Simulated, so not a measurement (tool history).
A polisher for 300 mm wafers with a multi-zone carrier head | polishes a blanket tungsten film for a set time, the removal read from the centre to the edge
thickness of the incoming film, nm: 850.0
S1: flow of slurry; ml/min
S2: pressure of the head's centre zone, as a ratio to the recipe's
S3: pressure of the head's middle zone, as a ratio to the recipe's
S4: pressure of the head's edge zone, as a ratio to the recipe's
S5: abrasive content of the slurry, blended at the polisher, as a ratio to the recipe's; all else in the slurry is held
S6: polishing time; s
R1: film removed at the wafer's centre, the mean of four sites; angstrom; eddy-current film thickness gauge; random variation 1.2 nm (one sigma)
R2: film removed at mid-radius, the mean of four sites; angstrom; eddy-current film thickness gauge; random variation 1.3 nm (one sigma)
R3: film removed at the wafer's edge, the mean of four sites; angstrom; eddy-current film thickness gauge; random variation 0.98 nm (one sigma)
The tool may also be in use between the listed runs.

run,hour,S1,S2,S3,S4,S5,S6,R1,R2,R3
1,0.0,205,1.00,1.00,1.00,1.00,53,1785.1,1752.20,1775.70
2,8.2,205,1.04,1.00,1.00,1.00,53,1799.5,1737.00,1748.70
3,16.7,185,1.04,1.00,1.00,1.00,53,1768.4,1696.90,1752.60
4,24.2,225,1.04,1.00,1.00,1.00,53,1850.4,1799.40,1793.50
5,26.9,225,1.04,1.00,1.00,1.00,67,2358.6,2295.30,2276.20
6,27.4,225,1.04,1.00,1.06,1.00,67,2362.1,2265.60,2323.30
7,31.9,220,1.05,0.99,1.03,0.85,55,1854.7,1763.60,1773.90
8,38.9,200,1.02,0.89,0.93,0.60,40,1164.9,1036.90,1114.00
9,40.5,195,1.02,0.89,0.90,0.55,40,1111.7,1011.40,1054.20
10,44.6,190,1.02,0.88,0.89,0.55,40,1096.3,985.42,1048.30
11,47.2,190,1.03,0.88,0.87,0.55,40,1153.8,978.71,1057.70
12,53.0,170,1.00,0.92,0.83,0.50,39,1033.0,945.83,942.99

Run 13 comes next. What will it give?
13,61.4,180,1.00,0.91,0.84,0.50,39,?,?,?

Run 13 gave R1 1036.6 angstrom, R2 954.00 angstrom, R3 969.79 angstrom.

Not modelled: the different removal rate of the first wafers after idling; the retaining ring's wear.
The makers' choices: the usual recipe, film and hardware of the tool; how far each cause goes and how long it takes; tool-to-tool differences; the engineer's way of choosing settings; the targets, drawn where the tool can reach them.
